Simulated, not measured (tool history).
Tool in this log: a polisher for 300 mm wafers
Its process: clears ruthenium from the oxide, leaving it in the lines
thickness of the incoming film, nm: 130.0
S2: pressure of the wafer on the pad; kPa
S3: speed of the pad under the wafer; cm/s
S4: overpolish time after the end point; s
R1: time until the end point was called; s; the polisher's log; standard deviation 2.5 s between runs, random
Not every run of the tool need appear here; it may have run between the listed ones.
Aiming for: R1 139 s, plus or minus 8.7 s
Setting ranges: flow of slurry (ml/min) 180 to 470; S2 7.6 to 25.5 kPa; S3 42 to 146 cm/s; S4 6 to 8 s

Run 1, hour 0: flow of slurry (ml/min) 300, S2 16.5 kPa, S3 94 cm/s, S4 8 s. Result: R1 81.963 s.
Run 2, hour 4.2: flow of slurry (ml/min) 300, S2 16.5 kPa, S3 94 cm/s, S4 8 s. Result: R1 83.658 s.
Run 3, hour 5.8: flow of slurry (ml/min) 300, S2 16.5 kPa, S3 94 cm/s, S4 6 s. Result: R1 85.812 s.
Run 4, hour 12.8: flow of slurry (ml/min) 300, S2 16.5 kPa, S3 74 cm/s, S4 6 s. Result: R1 105.79 s.
Run 5, hour 21.6: flow of slurry (ml/min) 300, S2 16.5 kPa, S3 86 cm/s, S4 6 s. Result: R1 91.029 s.
Run 6, hour 22.9: flow of slurry (ml/min) 300, S2 16.5 kPa, S3 94 cm/s, S4 6 s. Result: R1 87.03 s.
Run 7, hour 28: flow of slurry (ml/min) 300, S2 15.9 kPa, S3 92 cm/s, S4 6 s. Result: R1 88.582 s.
Run 8, hour 34.8: flow of slurry (ml/min) 300, S2 15.2 kPa, S3 90 cm/s, S4 6 s. Result: R1 94.372 s.
Run 9, hour 37.7: flow of slurry (ml/min) 300, S2 14.5 kPa, S3 88 cm/s, S4 6 s. Result: R1 101.24 s.
Run 10, hour 41.6: flow of slurry (ml/min) 300, S2 10.3 kPa, S3 84 cm/s, S4 6 s. Result: R1 148.42 s.

Which single option among these 4 for the next run brings every result within its allowed miss of target? Just one does.
Run A, hour 45.5: flow of slurry (ml/min) 340, S2 11 kPa, S3 68 cm/s, S4 8 s. Result: R1 ?.
Run B, hour 45.5: flow of slurry (ml/min) 305, S2 7.6 kPa, S3 104 cm/s, S4 6 s. Result: R1 ?.
Run C, hour 45.5: flow of slurry (ml/min) 180, S2 11 kPa, S3 76 cm/s, S4 6 s. Result: R1 ?.
Run D, hour 45.5: flow of slurry (ml/min) 340, S2 11.7 kPa, S3 80 cm/s, S4 7 s. Result: R1 ?.

move      R1
   A  166.27
   B  158.66
   C  159.92
   D  134.19
A: misses by more than the last run did
B: misses by more than the last run did
C: misses by more than the last run did
D: all results in spec
Answer: D

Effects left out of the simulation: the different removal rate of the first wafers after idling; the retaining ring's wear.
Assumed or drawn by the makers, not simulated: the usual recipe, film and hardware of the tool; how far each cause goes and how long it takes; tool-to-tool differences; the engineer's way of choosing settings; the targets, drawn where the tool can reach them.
